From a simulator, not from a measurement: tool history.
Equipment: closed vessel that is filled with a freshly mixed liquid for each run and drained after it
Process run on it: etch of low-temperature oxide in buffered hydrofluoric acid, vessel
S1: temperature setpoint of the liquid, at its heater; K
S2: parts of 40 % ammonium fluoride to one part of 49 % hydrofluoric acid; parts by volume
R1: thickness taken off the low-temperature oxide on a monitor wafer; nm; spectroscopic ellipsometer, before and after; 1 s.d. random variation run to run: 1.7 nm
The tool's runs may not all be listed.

Run 1, day 0.000: S1 294.15 K, S2 7.0 parts by volume, time in the liquid (s) 100. Result: R1 202.83 nm.
Run 2, day 0.196: S1 295.15 K, S2 7.0 parts by volume, time in the liquid (s) 100. Result: R1 212.78 nm.
Run 3, day 0.254: S1 292.15 K, S2 7.0 parts by volume, time in the liquid (s) 100. Result: R1 180.36 nm.
Run 4, day 0.342: S1 293.65 K, S2 7.0 parts by volume, time in the liquid (s) 100. Result: R1 196.02 nm.
Run 5, day 0.371: S1 293.65 K, S2 7.0 parts by volume, time in the liquid (s) 110. Result: R1 216.50 nm.
Run 6, day 0.438: S1 293.65 K, S2 5.5 parts by volume, time in the liquid (s) 110. Result: R1 271.93 nm.
Run 7, day 0.704: S1 294.65 K, S2 5.5 parts by volume, time in the liquid (s) 110. Result: R1 287.71 nm.
Run 8, day 0.796: S1 298.65 K, S2 5.5 parts by volume, time in the liquid (s) 110. Result: R1 359.64 nm.

For run 9, what comes out?
Run 9, day 0.942: S1 299.65 K, S2 5.5 parts by volume, time in the liquid (s) 110. Result: R1 ?.

Run 9 produced R1 379.72 nm.
